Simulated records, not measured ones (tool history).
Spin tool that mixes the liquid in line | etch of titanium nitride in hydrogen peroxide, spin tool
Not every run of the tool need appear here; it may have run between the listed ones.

run,hour,temperature setpoint of the liquid (°C),concentration of hydrogen peroxide in the mixed liquid (% by weight),time under the liquid (s),thickness taken off the titanium nitride on a monitor wafer (nm)
1,0.0,45.0,20.5,295,8.1067
2,8.2,39.5,20.5,295,5.2562
3,12.2,39.5,24.5,295,5.5422
4,15.9,39.5,21.5,295,5.3951
5,17.4,39.5,21.5,295,5.3583
6,26.0,43.5,21.5,295,7.2998
7,28.6,45.5,21.5,295,8.4380

For run 8, what comes out?
8,35.2,47.0,21.5,295,?

thickness taken off the titanium nitride on a monitor wafer (nm): 9.5429
